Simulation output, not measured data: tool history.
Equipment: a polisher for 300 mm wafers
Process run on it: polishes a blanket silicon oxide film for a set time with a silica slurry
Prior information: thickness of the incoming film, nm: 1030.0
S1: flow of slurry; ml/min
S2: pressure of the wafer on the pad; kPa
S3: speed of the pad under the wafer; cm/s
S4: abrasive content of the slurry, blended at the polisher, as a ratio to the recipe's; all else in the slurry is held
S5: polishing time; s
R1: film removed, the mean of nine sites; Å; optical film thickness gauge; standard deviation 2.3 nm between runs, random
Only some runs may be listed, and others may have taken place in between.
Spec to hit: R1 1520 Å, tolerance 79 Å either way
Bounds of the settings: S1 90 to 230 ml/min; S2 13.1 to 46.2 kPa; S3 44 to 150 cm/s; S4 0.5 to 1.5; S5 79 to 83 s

run  hour   S1    S2  S3   S4  S5      R1
  1     0  150  29.6  96    1  79  2157.6
  2   5.8  150  29.6  96    1  83  2228.5
  3   8.9  150  29.6  96    1  83    2306
  4  11.8  150  27.6  96    1  83  2112.5
  5  14.3  150  23.4  96    1  83  1796.2
  6    15  150  23.4  96  1.1  83  1933.7
  7  18.6  150  22.1  96  1.1  83  1855.4
  8  26.7  150  21.4  96  1.1  83  1716.2
     33.6  -- slurry blender recalibrated
  9  33.6  150  20.7  96  1.1  83  1922.9
 10  40.9  150  19.3  94  1.1  83  1773.2
 11  45.3  150  18.6  94  1.1  83  1683.3
 12  46.2  150  17.9  94  1.1  83  1636.6

Which one of the following 4 next-run settings gets every result inside its allowed miss? There is exactly one.
  A  47.1  160    20   68  0.85  79   ?
  B  47.1  140  13.1  126  0.95  83   ?
  C  47.1  130  17.9   76  1.05  82   ?
  D  47.1  180  14.5   94  1.45  79   ?

move      R1
   A    1313
   B  1324.1
   C    1420
   D  1542.4
A: carries the result that was furthest off beyond its target, to the other side
B: carries the result that was furthest off beyond its target, to the other side
C: carries the result that was furthest off beyond its target, to the other side
D: in spec on every target
Answer: D

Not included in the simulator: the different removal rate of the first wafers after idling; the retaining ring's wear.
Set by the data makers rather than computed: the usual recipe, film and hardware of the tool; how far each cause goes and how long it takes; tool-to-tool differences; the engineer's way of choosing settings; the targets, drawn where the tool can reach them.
